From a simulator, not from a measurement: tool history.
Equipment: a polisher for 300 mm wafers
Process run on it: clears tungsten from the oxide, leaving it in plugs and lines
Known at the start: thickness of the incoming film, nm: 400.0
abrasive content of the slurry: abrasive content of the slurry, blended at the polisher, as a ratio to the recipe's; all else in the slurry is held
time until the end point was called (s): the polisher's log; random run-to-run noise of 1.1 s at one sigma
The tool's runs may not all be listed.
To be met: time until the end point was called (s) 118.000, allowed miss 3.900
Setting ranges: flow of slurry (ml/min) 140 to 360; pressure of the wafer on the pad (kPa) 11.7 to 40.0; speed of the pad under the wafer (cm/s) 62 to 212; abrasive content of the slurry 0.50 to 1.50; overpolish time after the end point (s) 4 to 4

run  hour  flow of slurry (ml/min)  pressure of the wafer on the pad (kPa)  speed of the pad under the wafer (cm/s)  abrasive content of the slurry  overpolish time after the end point (s)  time until the end point was called (s)
  1   0.0                      230                                    25.5                                      136                            1.00                                        4                                   75.711
  2   0.9                      230                                    25.5                                      136                            1.00                                        4                                   74.935
  3   6.3                      230                                    25.5                                      124                            1.00                                        4                                   82.890
  4  12.4                      230                                    24.8                                      124                            1.00                                        4                                   83.859
  5  18.0                      230                                    20.7                                      124                            1.00                                        4                                  102.670
  6  22.4                      230                                    26.2                                      124                            1.00                                        4                                   80.303
  7  25.8                      230                                    25.5                                      124                            1.00                                        4                                   81.930
  8  31.8                      225                                    18.6                                      122                            1.00                                        4                                  113.610

Which single option among these 5 for the next run brings every result within its allowed miss of target? Just one does.
  A  37.8                      220                                    17.2                                      116                            1.10                                        4                                        ?
  B  37.8                      250                                    20.0                                      100                            0.85                                        4                                        ?
  C  37.8                      230                                    15.9                                      124                            1.00                                        4                                        ?
  D  37.8                      235                                    19.3                                      114                            0.90                                        4                                        ?
  E  37.8                      340                                    17.2                                      130                            0.95                                        4                                        ?

move  time until the end point was called (s)
   A                                  124.680
   B                                  131.050
   C                                  129.140
   D                                  118.820
   E                                  111.030
A: takes the biggest miss from the last run beyond its target
B: takes the biggest miss from the last run beyond its target
C: takes the biggest miss from the last run beyond its target
D: every result lands within tolerance
E: lands further from the targets than the last run did
The move that meets every target is D.
